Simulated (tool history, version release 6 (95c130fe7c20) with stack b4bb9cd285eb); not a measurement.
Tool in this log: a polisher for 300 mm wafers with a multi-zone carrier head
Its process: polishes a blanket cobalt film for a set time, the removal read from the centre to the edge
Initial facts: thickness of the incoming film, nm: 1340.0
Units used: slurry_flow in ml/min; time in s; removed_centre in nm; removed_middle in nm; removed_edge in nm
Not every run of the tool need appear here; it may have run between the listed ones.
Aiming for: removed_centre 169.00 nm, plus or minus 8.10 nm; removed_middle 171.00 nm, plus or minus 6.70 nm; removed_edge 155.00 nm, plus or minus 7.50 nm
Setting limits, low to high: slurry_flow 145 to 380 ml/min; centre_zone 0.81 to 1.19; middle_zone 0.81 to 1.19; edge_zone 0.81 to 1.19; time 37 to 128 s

Run 1, hour 0.0: slurry_flow 245 ml/min, centre_zone 1.00, middle_zone 1.00, edge_zone 1.00, time 82 s. Result: removed_centre 330.14 nm, removed_middle 326.69 nm, removed_edge 336.64 nm.
Run 2, hour 4.3: slurry_flow 245 ml/min, centre_zone 1.00, middle_zone 1.00, edge_zone 1.00, time 66 s. Result: removed_centre 264.54 nm, removed_middle 263.47 nm, removed_edge 261.35 nm.
Run 3, hour 8.4: slurry_flow 245 ml/min, centre_zone 0.93, middle_zone 1.00, edge_zone 1.00, time 66 s. Result: removed_centre 237.16 nm, removed_middle 261.20 nm, removed_edge 268.45 nm.
Run 4, hour 11.6: slurry_flow 245 ml/min, centre_zone 0.93, middle_zone 0.97, edge_zone 1.00, time 66 s. Result: removed_centre 239.62 nm, removed_middle 254.73 nm, removed_edge 259.02 nm.
Run 5, hour 14.1: slurry_flow 250 ml/min, centre_zone 0.93, middle_zone 0.95, edge_zone 0.96, time 61 s. Result: removed_centre 223.71 nm, removed_middle 233.06 nm, removed_edge 243.31 nm.
Run 6, hour 16.2: slurry_flow 290 ml/min, centre_zone 0.93, middle_zone 0.95, edge_zone 0.96, time 61 s. Result: removed_centre 226.55 nm, removed_middle 236.46 nm, removed_edge 243.54 nm.
Run 7, hour 17.7: slurry_flow 260 ml/min, centre_zone 0.94, middle_zone 0.96, edge_zone 0.93, time 56 s. Result: removed_centre 206.93 nm, removed_middle 221.55 nm, removed_edge 214.92 nm.
Run 8, hour 21.2: slurry_flow 255 ml/min, centre_zone 0.95, middle_zone 0.95, edge_zone 0.91, time 53 s. Result: removed_centre 201.34 nm, removed_middle 203.56 nm, removed_edge 208.45 nm.
Run 9, hour 24.2: slurry_flow 255 ml/min, centre_zone 0.96, middle_zone 0.97, edge_zone 0.89, time 50 s. Result: removed_centre 192.64 nm, removed_middle 198.02 nm, removed_edge 188.64 nm.
Run 10, hour 28.4: slurry_flow 255 ml/min, centre_zone 0.96, middle_zone 0.97, edge_zone 0.87, time 48 s. Result: removed_centre 176.99 nm, removed_middle 188.45 nm, removed_edge 181.10 nm.
Run 11, hour 29.9: slurry_flow 255 ml/min, centre_zone 0.98, middle_zone 0.97, edge_zone 0.86, time 47 s. Result: removed_centre 183.70 nm, removed_middle 180.08 nm, removed_edge 175.02 nm.
Run 12, hour 37.2: slurry_flow 255 ml/min, centre_zone 0.98, middle_zone 0.98, edge_zone 0.85, time 46 s. Result: removed_centre 175.39 nm, removed_middle 181.62 nm, removed_edge 169.39 nm.
Run 13, hour 41.2: slurry_flow 255 ml/min, centre_zone 0.99, middle_zone 0.98, edge_zone 0.84, time 45 s. Result: removed_centre 178.10 nm, removed_middle 178.31 nm, removed_edge 168.82 nm.
Run 14, hour 44.8: slurry_flow 250 ml/min, centre_zone 1.00, middle_zone 1.03, edge_zone 0.81, time 38 s. Result: removed_centre 150.48 nm, removed_middle 153.88 nm, removed_edge 137.68 nm.
Run 15, hour 48.0: slurry_flow 260 ml/min, centre_zone 1.00, middle_zone 1.03, edge_zone 0.82, time 39 s. Result: removed_centre 152.84 nm, removed_middle 162.26 nm, removed_edge 142.95 nm.
Run 16, hour 53.3: slurry_flow 260 ml/min, centre_zone 1.00, middle_zone 1.03, edge_zone 0.82, time 39 s. Result: removed_centre 155.61 nm, removed_middle 159.77 nm, removed_edge 140.82 nm.
Run 17, hour 59.4: slurry_flow 265 ml/min, centre_zone 1.00, middle_zone 1.03, edge_zone 0.83, time 39 s. Result: removed_centre 153.58 nm, removed_middle 160.42 nm, removed_edge 142.07 nm.
Run 18, hour 67.6: slurry_flow 265 ml/min, centre_zone 1.00, middle_zone 1.03, edge_zone 0.84, time 40 s. Result: removed_centre 160.74 nm, removed_middle 164.77 nm, removed_edge 150.41 nm.

4 candidate next runs follow, results not yet known. Just one meets every target within its allowed miss. Identify it.
Run A, hour 75.8: slurry_flow 245 ml/min, centre_zone 1.04, middle_zone 1.05, edge_zone 0.89, time 41 s. Result: removed_centre ?, removed_middle ?, removed_edge ?.
Run B, hour 75.8: slurry_flow 280 ml/min, centre_zone 1.02, middle_zone 1.07, edge_zone 0.83, time 37 s. Result: removed_centre ?, removed_middle ?, removed_edge ?.
Run C, hour 75.8: slurry_flow 265 ml/min, centre_zone 1.08, middle_zone 1.09, edge_zone 0.81, time 39 s. Result: removed_centre ?, removed_middle ?, removed_edge ?.
Run D, hour 75.8: slurry_flow 240 ml/min, centre_zone 1.09, middle_zone 0.99, edge_zone 0.96, time 38 s. Result: removed_centre ?, removed_middle ?, removed_edge ?.

move  removed_centre  removed_middle  removed_edge
   A          169.27          170.30        156.82
   B          151.80          158.04        138.32
   C          168.55          168.39        143.70
   D          164.01          149.83        150.45
A: hits every target within its allowed miss
B: moves away from the targets compared with the last run
C: brings the last run's worst result on target, with another outside its allowed miss
D: brings the last run's worst result on target, with another outside its allowed miss
A meets every target.

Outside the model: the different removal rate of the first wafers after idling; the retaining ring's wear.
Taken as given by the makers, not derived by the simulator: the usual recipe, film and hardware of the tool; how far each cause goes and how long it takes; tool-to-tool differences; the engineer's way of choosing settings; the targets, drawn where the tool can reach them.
